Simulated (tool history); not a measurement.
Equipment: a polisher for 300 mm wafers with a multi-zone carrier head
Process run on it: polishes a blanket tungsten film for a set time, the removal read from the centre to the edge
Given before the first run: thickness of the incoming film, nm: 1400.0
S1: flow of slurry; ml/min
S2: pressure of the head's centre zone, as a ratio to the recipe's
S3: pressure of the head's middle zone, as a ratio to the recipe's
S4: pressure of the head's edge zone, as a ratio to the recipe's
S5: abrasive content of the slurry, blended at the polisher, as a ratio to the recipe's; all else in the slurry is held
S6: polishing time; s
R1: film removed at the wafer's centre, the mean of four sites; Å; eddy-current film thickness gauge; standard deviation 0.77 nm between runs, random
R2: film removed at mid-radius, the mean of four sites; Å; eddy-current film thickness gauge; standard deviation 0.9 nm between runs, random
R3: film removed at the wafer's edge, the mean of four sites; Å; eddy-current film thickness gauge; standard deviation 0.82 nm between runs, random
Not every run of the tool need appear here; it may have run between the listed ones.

{"run": 1, "day": 0.0, "S1": 140, "S2": 1, "S3": 1, "S4": 1, "S5": 1, "S6": 35, "R1": 1308.7, "R2": 1222.5, "R3": 1213.7}
{"run": 2, "day": 0.167, "S1": 140, "S2": 1, "S3": 1, "S4": 1, "S5": 1.1, "S6": 35, "R1": 1351.5, "R2": 1242.4, "R3": 1273.3}
{"run": 3, "day": 0.362, "S1": 135, "S2": 0.98, "S3": 0.98, "S4": 0.99, "S5": 1, "S6": 34, "R1": 1244.9, "R2": 1137.8, "R3": 1157}
{"run": 4, "day": 0.438, "S1": 135, "S2": 1.05, "S3": 0.98, "S4": 0.99, "S5": 1, "S6": 34, "R1": 1289.6, "R2": 1161.3, "R3": 1169.7}
{"day": 0.604, "done": "centre zone pressure recalibrated"}
{"run": 5, "day": 0.604, "S1": 125, "S2": 1.02, "S3": 0.98, "S4": 1.01, "S5": 0.9, "S6": 33, "R1": 1118.5, "R2": 1053.4, "R3": 1123.5}
{"run": 6, "day": 0.8, "S1": 125, "S2": 0.95, "S3": 0.98, "S4": 1.01, "S5": 0.9, "S6": 33, "R1": 1032.5, "R2": 1079.2, "R3": 1095.3}
{"run": 7, "day": 1.167, "S1": 120, "S2": 0.94, "S3": 0.96, "S4": 0.99, "S5": 0.85, "S6": 33, "R1": 1012.3, "R2": 1024.4, "R3": 1064.7}
{"run": 8, "day": 1.258, "S1": 115, "S2": 0.93, "S3": 0.95, "S4": 0.97, "S5": 0.8, "S6": 33, "R1": 996.11, "R2": 976.53, "R3": 1035.1}
{"run": 9, "day": 1.388, "S1": 100, "S2": 0.83, "S3": 0.99, "S4": 0.87, "S5": 0.55, "S6": 29, "R1": 689.51, "R2": 808.01, "R3": 769.74}
{"run": 10, "day": 1.571, "S1": 105, "S2": 0.84, "S3": 0.98, "S4": 0.88, "S5": 0.55, "S6": 29, "R1": 692.12, "R2": 779.8, "R3": 766.31}
{"run": 11, "day": 1.721, "S1": 105, "S2": 0.84, "S3": 0.98, "S4": 0.88, "S5": 0.55, "S6": 29, "R1": 696.37, "R2": 803.93, "R3": 795.21}
{"run": 12, "day": 1.938, "S1": 110, "S2": 0.85, "S3": 0.97, "S4": 0.88, "S5": 0.55, "S6": 29, "R1": 699.57, "R2": 804.65, "R3": 784.87}
{"run": 13, "day": 2.308, "S1": 110, "S2": 0.87, "S3": 0.96, "S4": 0.89, "S5": 0.55, "S6": 29, "R1": 730.78, "R2": 790.96, "R3": 792.81}

Predict the results of run 14:
{"run": 14, "day": 2.479, "S1": 110, "S2": 0.87, "S3": 0.96, "S4": 0.89, "S5": 0.55, "S6": 29, "R1": "?", "R2": "?", "R3": "?"}

Logged for run 14: R1 715.23 Å, R2 791.97 Å, R3 793.38 Å.

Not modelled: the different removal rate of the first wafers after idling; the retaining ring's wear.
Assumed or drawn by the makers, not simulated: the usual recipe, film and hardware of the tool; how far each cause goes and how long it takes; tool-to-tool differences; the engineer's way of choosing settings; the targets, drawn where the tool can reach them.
